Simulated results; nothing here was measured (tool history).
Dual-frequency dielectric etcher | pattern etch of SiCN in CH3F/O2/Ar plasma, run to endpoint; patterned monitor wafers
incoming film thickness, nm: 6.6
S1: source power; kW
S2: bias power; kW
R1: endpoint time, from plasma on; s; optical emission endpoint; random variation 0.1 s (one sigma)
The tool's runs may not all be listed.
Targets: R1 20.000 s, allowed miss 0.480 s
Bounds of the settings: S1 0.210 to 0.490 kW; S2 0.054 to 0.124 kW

run,hour,S1,S2,R1
1,0.0,0.350,0.089,16.971
2,4.6,0.350,0.102,16.154
3,6.0,0.300,0.102,17.263
4,13.2,0.300,0.108,16.767
5,18.1,0.300,0.093,17.967
6,19.5,0.280,0.092,18.208
7,27.6,0.260,0.090,18.996
8,28.6,0.250,0.089,19.476

5 next moves are on the table. One of them brings every result within its allowed miss. Which?
A,29.6,0.240,0.088,?
B,29.6,0.220,0.082,?
C,29.6,0.230,0.081,?
D,29.6,0.210,0.089,?
E,29.6,0.270,0.090,?

move,R1
A,19.904
B,21.168
C,20.896
D,20.890
E,18.842
A: meets every target
B: takes the result that was furthest off past its target
C: takes the result that was furthest off past its target
D: takes the result that was furthest off past its target
E: further off than the last run
Move A is the one to make.
